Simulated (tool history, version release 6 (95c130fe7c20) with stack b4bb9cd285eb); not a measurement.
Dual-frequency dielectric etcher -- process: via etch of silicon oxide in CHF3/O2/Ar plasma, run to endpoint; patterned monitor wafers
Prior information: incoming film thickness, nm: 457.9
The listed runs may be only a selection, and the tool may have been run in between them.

run 1 hour=0.0 | source_power_(kW)=0.820 bias_power_(kW)=0.175 | endpoint_time_(s)=215.84
run 2 hour=8.9 | source_power_(kW)=0.730 bias_power_(kW)=0.155 | endpoint_time_(s)=241.07
run 3 hour=16.8 | source_power_(kW)=0.820 bias_power_(kW)=0.155 | endpoint_time_(s)=226.31
run 4 hour=25.6 | source_power_(kW)=0.740 bias_power_(kW)=0.147 | endpoint_time_(s)=244.62
run 5 hour=26.7 | source_power_(kW)=0.610 bias_power_(kW)=0.147 | endpoint_time_(s)=261.26
run 6 hour=35.3 | source_power_(kW)=0.610 bias_power_(kW)=0.161 | endpoint_time_(s)=247.86
run 7 hour=36.9 | source_power_(kW)=0.580 bias_power_(kW)=0.151 | endpoint_time_(s)=265.32
run 8 hour=38.3 | source_power_(kW)=0.560 bias_power_(kW)=0.147 | endpoint_time_(s)=272.23

Run 9, settings as shown, results not yet in. Your forecast:
run 9 hour=42.5 | source_power_(kW)=0.540 bias_power_(kW)=0.145 | endpoint_time_(s)=?

Run 9 measured endpoint time (s) 279.40.

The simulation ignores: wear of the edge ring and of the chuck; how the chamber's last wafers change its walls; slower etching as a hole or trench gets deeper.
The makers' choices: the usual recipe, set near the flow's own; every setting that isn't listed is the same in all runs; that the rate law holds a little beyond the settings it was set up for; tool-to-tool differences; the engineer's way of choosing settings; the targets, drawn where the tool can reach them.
